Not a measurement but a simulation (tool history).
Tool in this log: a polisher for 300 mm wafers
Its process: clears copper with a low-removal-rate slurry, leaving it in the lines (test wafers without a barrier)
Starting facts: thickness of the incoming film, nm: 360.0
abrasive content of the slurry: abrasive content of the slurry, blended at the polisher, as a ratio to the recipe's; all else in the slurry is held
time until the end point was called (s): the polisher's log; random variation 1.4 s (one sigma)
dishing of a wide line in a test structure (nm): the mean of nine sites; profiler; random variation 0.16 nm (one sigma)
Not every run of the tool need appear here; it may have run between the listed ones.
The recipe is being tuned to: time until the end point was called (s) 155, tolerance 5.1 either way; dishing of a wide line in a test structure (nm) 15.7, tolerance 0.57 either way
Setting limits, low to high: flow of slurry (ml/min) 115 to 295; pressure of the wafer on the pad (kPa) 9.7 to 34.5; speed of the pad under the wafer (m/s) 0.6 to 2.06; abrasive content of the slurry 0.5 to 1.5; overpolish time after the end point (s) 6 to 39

run  hour  flow of slurry (ml/min)  pressure of the wafer on the pad (kPa)  speed of the pad under the wafer (m/s)  abrasive content of the slurry  overpolish time after the end point (s)  time until the end point was called (s)  dishing of a wide line in a test structure (nm)
  1     0                      190                                    22.1                                    1.32                               1                                       20                                   98.447                                           39.409
  2   6.7                      190                                    17.9                                    1.32                               1                                       20                                   119.04                                           33.923
  3    13                      190                                      20                                    1.32                               1                                       20                                   107.16                                            36.87
  4  20.2                      190                                      20                                    1.32                               1                                       29                                   108.89                                           46.338
  5  25.8                      190                                      20                                    1.32                               1                                       35                                   108.55                                           51.706
  6  34.2                      210                                      20                                    1.32                               1                                       35                                   105.07                                           51.957
  7  35.7                      230                                    17.2                                     1.3                               1                                       28                                   124.05                                           41.961
  8  39.1                      200                                    16.5                                    1.28                             0.9                                       23                                   133.42                                           34.751
  9  43.4                      180                                    15.2                                    1.28                            1.05                                       19                                   143.21                                           27.975
 10  44.1                      165                                    14.5                                     1.3                            1.15                                       16                                    146.8                                           23.889
 11  45.6                      200                                    11.7                                    1.34                             1.3                                        6                                   164.25                                           9.2703
 12    49                      180                                    12.4                                    1.34                            1.25                                        6                                   160.41                                           9.5046
 13  52.7                      165                                    13.1                                    1.32                             1.2                                        7                                   157.97                                           11.169
 14  54.5                      155                                    13.8                                     1.3                            1.15                                        8                                   158.85                                           12.996
 15  56.5                      145                                    14.5                                     1.3                            1.15                                        8                                   149.76                                           13.373
 16  63.9                      140                                    14.5                                     1.3                             1.1                                        8                                   154.68                                           12.948
 17  68.9                      135                                    14.5                                    1.28                             1.1                                        9                                   159.35                                           14.152
 18  70.5                      120                                    15.9                                    1.26                             1.1                                       11                                   149.49                                           17.972
 19  75.5                      130                                    15.9                                    1.26                             1.1                                       11                                   144.73                                           17.986
 20  82.2                      140                                    15.9                                    1.26                             1.1                                       11                                   145.07                                           18.258
 21  85.1                      150                                    15.2                                    1.26                             1.1                                       11                                    148.4                                           17.753

Which one of the following 4 next-run settings gets every result inside its allowed miss? There is exactly one.
  A    88                      175                                    13.1                                    1.28                            1.35                                       10                                        ?                                                ?
  B    88                      150                                    13.1                                    1.36                            1.25                                        9                                        ?                                                ?
  C    88                      150                                    13.8                                    1.18                            1.25                                       12                                        ?                                                ?
  D    88                      155                                    17.2                                    1.08                             0.8                                       12                                        ?                                                ?

move  time until the end point was called (s)  dishing of a wide line in a test structure (nm)
   A                                   153.11                                            15.62
   B                                   153.07                                            14.25
   C                                   161.94                                           17.449
   D                                   152.34                                           18.556
A: every result within its allowed miss
B: takes the biggest miss from the last run beyond its target
C: nearer the targets than the last run, but a result is still out of spec
D: its largest miss is bigger than the last run's
Correct choice: A, which meets every target

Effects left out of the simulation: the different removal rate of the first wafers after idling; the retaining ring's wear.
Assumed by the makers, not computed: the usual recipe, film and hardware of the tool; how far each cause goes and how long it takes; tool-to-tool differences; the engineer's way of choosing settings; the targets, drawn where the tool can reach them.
